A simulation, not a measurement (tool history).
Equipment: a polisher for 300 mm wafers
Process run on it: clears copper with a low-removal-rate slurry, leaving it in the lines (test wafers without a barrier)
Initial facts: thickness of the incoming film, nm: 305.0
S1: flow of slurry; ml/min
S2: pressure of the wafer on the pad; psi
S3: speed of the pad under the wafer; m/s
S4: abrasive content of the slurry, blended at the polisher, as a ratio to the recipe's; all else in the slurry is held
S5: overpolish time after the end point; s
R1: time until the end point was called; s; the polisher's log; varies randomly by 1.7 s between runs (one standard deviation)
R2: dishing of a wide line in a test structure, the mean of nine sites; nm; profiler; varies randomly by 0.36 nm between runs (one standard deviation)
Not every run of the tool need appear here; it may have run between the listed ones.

Run 1, hour 0: S1 170 ml/min, S2 3.2 psi, S3 0.88 m/s, S4 1, S5 12 s. Result: R1 133.72 s, R2 17.567 nm.
Run 2, hour 2.5: S1 170 ml/min, S2 3.2 psi, S3 0.88 m/s, S4 1, S5 17 s. Result: R1 137.47 s, R2 24.052 nm.
Run 3, hour 10.7: S1 170 ml/min, S2 3.4 psi, S3 0.88 m/s, S4 1, S5 16 s. Result: R1 128.69 s, R2 23.722 nm.
Run 4, hour 18: S1 170 ml/min, S2 3.4 psi, S3 0.88 m/s, S4 1, S5 21 s. Result: R1 129.08 s, R2 30.088 nm.
Run 5, hour 26: S1 155 ml/min, S2 3.4 psi, S3 0.88 m/s, S4 1, S5 21 s. Result: R1 133.38 s, R2 29.402 nm.
Run 6, hour 31.4: S1 165 ml/min, S2 3.6 psi, S3 0.88 m/s, S4 1, S5 19 s. Result: R1 121.74 s, R2 28.768 nm.
Run 7, hour 36.7: S1 170 ml/min, S2 3.7 psi, S3 0.88 m/s, S4 1, S5 17 s. Result: R1 119.65 s, R2 27.913 nm.
At hour 39.7: worn pad replaced by a new one.
Run 8, hour 39.7: S1 170 ml/min, S2 3.8 psi, S3 0.9 m/s, S4 1, S5 15 s. Result: R1 103.92 s, R2 27.451 nm.

What will run 9 give?
Run 9, hour 47.3: S1 170 ml/min, S2 3.8 psi, S3 0.9 m/s, S4 1, S5 15 s. Result: R1 ?, R2 ?.

{"run 9": {"R1": 103.69, "R2": 26.844}}
